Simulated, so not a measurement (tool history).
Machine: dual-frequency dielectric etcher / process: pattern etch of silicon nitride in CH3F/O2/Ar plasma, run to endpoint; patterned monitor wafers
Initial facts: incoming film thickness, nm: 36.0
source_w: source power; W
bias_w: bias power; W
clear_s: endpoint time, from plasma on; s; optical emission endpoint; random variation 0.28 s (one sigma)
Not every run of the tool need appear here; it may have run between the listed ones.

run  hour  source_w  bias_w  clear_s
  1   0.0       400      72   55.422
  2   4.2       430      75   53.942
  3  10.4       430      63   56.952
  4  13.6       460      69   53.816
  5  17.9       460      58   56.743
  6  24.0       520      58   54.468
  7  26.9       530      65   51.729

Run 8 is up next; what results do you expect?
  8  33.2       540      69        ?

clear_s: 50.074 s
